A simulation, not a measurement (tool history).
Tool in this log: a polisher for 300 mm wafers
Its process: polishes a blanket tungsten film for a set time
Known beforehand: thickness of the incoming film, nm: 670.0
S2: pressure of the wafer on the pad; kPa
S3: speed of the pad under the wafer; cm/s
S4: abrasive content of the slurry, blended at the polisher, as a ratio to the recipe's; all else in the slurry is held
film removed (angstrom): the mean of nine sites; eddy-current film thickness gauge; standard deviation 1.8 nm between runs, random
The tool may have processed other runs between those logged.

Run 1, hour 0.0: flow of slurry (ml/min) 210, S2 21.4 kPa, S3 136 cm/s, S4 1.0, polishing time (s) 34. Result: film removed (angstrom) 1721.8.
Run 2, hour 3.5: flow of slurry (ml/min) 210, S2 21.4 kPa, S3 120 cm/s, S4 1.0, polishing time (s) 34. Result: film removed (angstrom) 1562.1.
Run 3, hour 6.1: flow of slurry (ml/min) 210, S2 20.7 kPa, S3 120 cm/s, S4 1.0, polishing time (s) 34. Result: film removed (angstrom) 1515.0.
Run 4, hour 11.5: flow of slurry (ml/min) 210, S2 20.7 kPa, S3 120 cm/s, S4 1.1, polishing time (s) 34. Result: film removed (angstrom) 1563.6.
Run 5, hour 13.9: flow of slurry (ml/min) 210, S2 20.0 kPa, S3 120 cm/s, S4 1.1, polishing time (s) 34. Result: film removed (angstrom) 1493.8.
Run 6, hour 19.2: flow of slurry (ml/min) 210, S2 20.0 kPa, S3 120 cm/s, S4 1.1, polishing time (s) 34. Result: film removed (angstrom) 1531.1.
Run 7, hour 26.2: flow of slurry (ml/min) 210, S2 19.3 kPa, S3 120 cm/s, S4 1.1, polishing time (s) 34. Result: film removed (angstrom) 1440.4.

What does the tool deliver on the next run?
Run 8, hour 29.9: flow of slurry (ml/min) 210, S2 18.6 kPa, S3 120 cm/s, S4 1.1, polishing time (s) 34. Result: film removed (angstrom) ?.

{"run 8": {"film removed (angstrom)": 1390.5}}
